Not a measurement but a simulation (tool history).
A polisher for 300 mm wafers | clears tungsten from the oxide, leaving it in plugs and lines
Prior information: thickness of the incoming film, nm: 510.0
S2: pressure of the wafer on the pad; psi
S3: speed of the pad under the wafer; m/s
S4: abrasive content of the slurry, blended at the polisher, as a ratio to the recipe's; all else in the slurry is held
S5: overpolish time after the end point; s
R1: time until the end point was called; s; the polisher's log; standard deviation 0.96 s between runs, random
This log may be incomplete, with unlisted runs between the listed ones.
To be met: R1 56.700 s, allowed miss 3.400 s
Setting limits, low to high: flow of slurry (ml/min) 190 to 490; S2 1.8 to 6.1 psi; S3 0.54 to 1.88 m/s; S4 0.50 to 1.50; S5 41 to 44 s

run 1 hour=0.0 | flow_of_slurry_(ml/min)=315 S2=3.9 S3=1.20 S4=1.00 S5=41 | R1=128.500
run 2 hour=3.2 | flow_of_slurry_(ml/min)=315 S2=4.4 S3=1.20 S4=1.00 S5=41 | R1=115.060
run 3 hour=8.8 | flow_of_slurry_(ml/min)=315 S2=4.8 S3=1.30 S4=1.00 S5=41 | R1=100.390
run 4 hour=16.7 | flow_of_slurry_(ml/min)=315 S2=4.8 S3=1.30 S4=1.00 S5=41 | R1=99.954
run 5 hour=22.9 | flow_of_slurry_(ml/min)=320 S2=5.1 S3=1.40 S4=1.00 S5=41 | R1=86.101
run 6 hour=26.1 | flow_of_slurry_(ml/min)=320 S2=5.1 S3=1.40 S4=0.90 S5=41 | R1=86.837
run 7 hour=26.9 | flow_of_slurry_(ml/min)=320 S2=5.3 S3=1.46 S4=0.90 S5=41 | R1=81.086
-- hour=35.4 slurry tank refilled with fresh slurry and peroxide
run 8 hour=35.4 | flow_of_slurry_(ml/min)=320 S2=5.5 S3=1.52 S4=0.90 S5=41 | R1=63.133
run 9 hour=40.0 | flow_of_slurry_(ml/min)=320 S2=5.6 S3=1.52 S4=0.90 S5=41 | R1=63.225

Pick the move, out of 5, that brings all results within their allowed miss; only one does.
run A hour=44.6 | flow_of_slurry_(ml/min)=345 S2=6.1 S3=1.38 S4=0.95 S5=43 | R1=?
run B hour=44.6 | flow_of_slurry_(ml/min)=290 S2=6.1 S3=1.86 S4=0.80 S5=44 | R1=?
run C hour=44.6 | flow_of_slurry_(ml/min)=350 S2=5.3 S3=1.38 S4=0.95 S5=44 | R1=?
run D hour=44.6 | flow_of_slurry_(ml/min)=330 S2=5.8 S3=1.56 S4=0.95 S5=41 | R1=?
run E hour=44.6 | flow_of_slurry_(ml/min)=300 S2=4.7 S3=1.60 S4=1.00 S5=41 | R1=?

move=A R1=61.739
move=B R1=48.533
move=C R1=70.765
move=D R1=57.782
move=E R1=69.129
A: nearer than the last run, and not there yet
B: carries the result that was furthest off beyond its target, to the other side
C: misses by more than the last run did
D: in spec on every target
E: misses by more than the last run did
So the answer is move D, the one that meets all the targets.
